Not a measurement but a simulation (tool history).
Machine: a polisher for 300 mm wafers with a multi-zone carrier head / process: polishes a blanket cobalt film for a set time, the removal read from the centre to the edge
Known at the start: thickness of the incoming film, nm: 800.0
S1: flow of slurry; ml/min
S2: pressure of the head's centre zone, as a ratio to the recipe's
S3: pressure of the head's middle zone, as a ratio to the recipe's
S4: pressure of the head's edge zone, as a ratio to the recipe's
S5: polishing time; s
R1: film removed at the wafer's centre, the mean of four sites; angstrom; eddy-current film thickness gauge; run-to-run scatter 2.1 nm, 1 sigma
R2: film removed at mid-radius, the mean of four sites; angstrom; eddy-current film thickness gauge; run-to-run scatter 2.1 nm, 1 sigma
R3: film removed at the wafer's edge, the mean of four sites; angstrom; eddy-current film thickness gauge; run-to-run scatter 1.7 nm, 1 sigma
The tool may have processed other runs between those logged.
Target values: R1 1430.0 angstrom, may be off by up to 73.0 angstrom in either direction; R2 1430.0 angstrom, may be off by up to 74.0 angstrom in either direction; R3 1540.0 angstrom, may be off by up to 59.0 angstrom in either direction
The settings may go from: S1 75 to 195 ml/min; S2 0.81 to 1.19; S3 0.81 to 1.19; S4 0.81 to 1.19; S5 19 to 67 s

Run 1, hour 0.0: S1 125 ml/min, S2 1.00, S3 1.00, S4 1.00, S5 43 s. Result: R1 2277.3 angstrom, R2 2218.1 angstrom, R3 2278.6 angstrom.
Run 2, hour 0.5: S1 125 ml/min, S2 1.00, S3 1.00, S4 1.07, S5 43 s. Result: R1 2308.9 angstrom, R2 2240.4 angstrom, R3 2369.4 angstrom.
Run 3, hour 9.3: S1 125 ml/min, S2 1.00, S3 1.07, S4 1.07, S5 43 s. Result: R1 2325.7 angstrom, R2 2338.4 angstrom, R3 2380.8 angstrom.
Run 4, hour 11.5: S1 120 ml/min, S2 0.99, S3 1.05, S4 1.06, S5 41 s. Result: R1 2185.8 angstrom, R2 2135.5 angstrom, R3 2229.0 angstrom.
Run 5, hour 14.1: S1 115 ml/min, S2 0.97, S3 1.05, S4 1.04, S5 40 s. Result: R1 1995.2 angstrom, R2 2091.1 angstrom, R3 2157.0 angstrom.
Run 6, hour 18.5: S1 115 ml/min, S2 0.97, S3 1.12, S4 1.04, S5 40 s. Result: R1 2041.7 angstrom, R2 2158.5 angstrom, R3 2156.5 angstrom.
Run 7, hour 24.5: S1 110 ml/min, S2 0.97, S3 1.10, S4 1.03, S5 38 s. Result: R1 1903.9 angstrom, R2 2017.4 angstrom, R3 2009.0 angstrom.
Run 8, hour 32.4: S1 105 ml/min, S2 0.97, S3 1.08, S4 1.02, S5 37 s. Result: R1 1871.6 angstrom, R2 1928.1 angstrom, R3 1955.8 angstrom.
Run 9, hour 33.6: S1 100 ml/min, S2 0.97, S3 1.07, S4 1.01, S5 36 s. Result: R1 1753.5 angstrom, R2 1881.9 angstrom, R3 1841.2 angstrom.
Run 10, hour 34.4: S1 100 ml/min, S2 0.97, S3 1.05, S4 1.01, S5 35 s. Result: R1 1694.6 angstrom, R2 1694.8 angstrom, R3 1786.0 angstrom.
Run 11, hour 35.2: S1 85 ml/min, S2 0.90, S3 1.01, S4 0.91, S5 31 s. Result: R1 1371.4 angstrom, R2 1445.2 angstrom, R3 1457.0 angstrom.

Of the 5 settings listed for the next run, only one would bring every result within its allowed miss of target. Which one?
Run A, hour 36.0: S1 90 ml/min, S2 0.81, S3 1.03, S4 1.02, S5 31 s. Result: R1 ?, R2 ?, R3 ?.
Run B, hour 36.0: S1 80 ml/min, S2 0.99, S3 1.05, S4 0.88, S5 30 s. Result: R1 ?, R2 ?, R3 ?.
Run C, hour 36.0: S1 75 ml/min, S2 0.93, S3 0.95, S4 0.90, S5 34 s. Result: R1 ?, R2 ?, R3 ?.
Run D, hour 36.0: S1 85 ml/min, S2 0.98, S3 1.10, S4 0.81, S5 30 s. Result: R1 ?, R2 ?, R3 ?.
Run E, hour 36.0: S1 95 ml/min, S2 1.03, S3 0.98, S4 0.83, S5 31 s. Result: R1 ?, R2 ?, R3 ?.

move      R1      R2      R3
   A  1239.5  1484.7  1548.3
   B  1335.8  1387.3  1356.5
   C  1390.6  1441.3  1527.3
   D  1364.0  1462.6  1327.5
   E  1538.9  1468.5  1425.5
A: brings the result that was furthest off to its target, and leaves another outside
B: moves away from the targets compared with the last run
C: all results in spec
D: moves away from the targets compared with the last run
E: moves away from the targets compared with the last run
Correct choice: C, which meets every target
